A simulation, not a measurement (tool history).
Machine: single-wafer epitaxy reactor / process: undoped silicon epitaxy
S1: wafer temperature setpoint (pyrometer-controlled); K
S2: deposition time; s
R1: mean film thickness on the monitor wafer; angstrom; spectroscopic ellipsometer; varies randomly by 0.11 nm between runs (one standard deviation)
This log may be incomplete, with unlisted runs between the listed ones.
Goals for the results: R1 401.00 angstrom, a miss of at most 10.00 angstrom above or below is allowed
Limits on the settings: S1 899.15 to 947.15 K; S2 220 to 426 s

run 1 day=0.000 | S1=923.15 S2=323 | R1=530.49
run 2 day=0.296 | S1=923.15 S2=361 | R1=591.98
run 3 day=0.533 | S1=916.15 S2=361 | R1=515.77
run 4 day=0.583 | S1=916.15 S2=388 | R1=553.52
run 5 day=0.788 | S1=916.15 S2=426 | R1=607.16
run 6 day=0.879 | S1=912.15 S2=419 | R1=551.48
run 7 day=1.038 | S1=909.15 S2=414 | R1=513.66
run 8 day=1.329 | S1=906.15 S2=409 | R1=479.60
run 9 day=1.358 | S1=904.15 S2=405 | R1=452.61
-- day=1.533 pyrometer calibrated
run 10 day=1.533 | S1=903.15 S2=403 | R1=471.00
run 11 day=1.896 | S1=902.15 S2=389 | R1=448.41
run 12 day=2.100 | S1=901.15 S2=379 | R1=426.18

Which one of the following 4 next-run settings gets every result inside its allowed miss? There is exactly one.
run A day=2.304 | S1=905.15 S2=387 | R1=?
run B day=2.304 | S1=902.15 S2=368 | R1=?
run C day=2.304 | S1=907.15 S2=365 | R1=?
run D day=2.304 | S1=901.15 S2=353 | R1=?

move=A R1=473.63
move=B R1=424.27
move=C R1=464.76
move=D R1=398.92
A: its largest miss is bigger than the last run's
B: nearer than the last run, and not there yet
C: its largest miss is bigger than the last run's
D: meets every target
D meets every target.
